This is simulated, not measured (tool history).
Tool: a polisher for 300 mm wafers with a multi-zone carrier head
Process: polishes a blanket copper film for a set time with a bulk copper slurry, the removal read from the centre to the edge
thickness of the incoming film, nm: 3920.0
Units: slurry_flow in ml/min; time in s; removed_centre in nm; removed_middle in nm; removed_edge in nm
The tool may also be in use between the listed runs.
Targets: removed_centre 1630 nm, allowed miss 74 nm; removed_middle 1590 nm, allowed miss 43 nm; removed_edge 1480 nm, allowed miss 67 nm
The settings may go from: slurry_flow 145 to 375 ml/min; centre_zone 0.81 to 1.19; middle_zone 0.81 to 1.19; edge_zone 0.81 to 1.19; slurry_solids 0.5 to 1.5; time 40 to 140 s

run,day,slurry_flow,centre_zone,middle_zone,edge_zone,slurry_solids,time,removed_centre,removed_middle,removed_edge
1,0,240,1,1,1,1,90,1226.4,1240.3,1235.4
2,0.042,285,1,1,1,1,90,1228.2,1267.7,1260.9
3,0.246,285,1.07,1,1,1,90,1337.4,1272.7,1223.6
4,0.383,285,1.07,1,1,1,98,1446.5,1386.1,1388.8
5,0.492,335,1.07,1,1,1,98,1506,1411.1,1345.1
6,0.654,335,1.07,1,1,0.8,98,1462.4,1336.6,1312.2
7,0.754,335,1.07,1,1,0.8,98,1417.6,1347.6,1307
8,0.821,325,1.08,1.02,1.02,0.85,99,1488.1,1386.5,1339.1
9,1.062,315,1.08,1.03,1.03,0.9,100,1523.5,1419.6,1402.7
10,1.242,315,1.08,1.06,1.03,0.95,100,1512.2,1495.1,1412.2
11,1.317,315,1.09,1.07,1.04,0.95,100,1512.7,1498.5,1367.4
12,1.367,310,1.09,1.07,1.05,1,101,1541,1528.4,1432

4 next moves are on the table. One of them brings every result within its allowed miss. Which?
A,1.417,335,1.06,1.11,1.13,1.5,90,?,?,?
B,1.417,330,1,1.15,1.08,1,102,?,?,?
C,1.417,300,1.12,1.11,1.07,0.9,105,?,?,?
D,1.417,375,1.15,1.02,1,0.95,102,?,?,?

move,removed_centre,removed_middle,removed_edge
A,1494.3,1543.5,1462.1
B,1450.6,1638.4,1471.9
C,1616.4,1581,1462.5
D,1668.8,1476.5,1417.3
A: further off than the last run
B: takes the result that was furthest off past its target
C: meets every target
D: further off than the last run
Answer: C
